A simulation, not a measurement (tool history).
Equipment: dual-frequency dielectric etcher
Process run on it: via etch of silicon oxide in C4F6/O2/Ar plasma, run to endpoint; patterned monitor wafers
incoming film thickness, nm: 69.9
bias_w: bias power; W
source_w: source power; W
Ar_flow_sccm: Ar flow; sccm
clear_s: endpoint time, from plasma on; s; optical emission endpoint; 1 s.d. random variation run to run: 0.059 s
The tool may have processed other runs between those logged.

run	hour	bias_w	source_w	Ar_flow_sccm	clear_s
1	0.0	563	390	223	14.387
2	5.1	563	390	208	14.339
3	14.0	563	340	208	15.326
4	16.8	563	310	208	16.234
5	24.1	601	320	207	15.669
6	25.0	660	320	207	14.980
7	31.7	681	330	207	14.750
8	39.1	698	340	206	14.282

Run 9 comes next. What will it give?
9	45.3	789	350	205	?

{"run 9": {"clear_s": 13.456}}
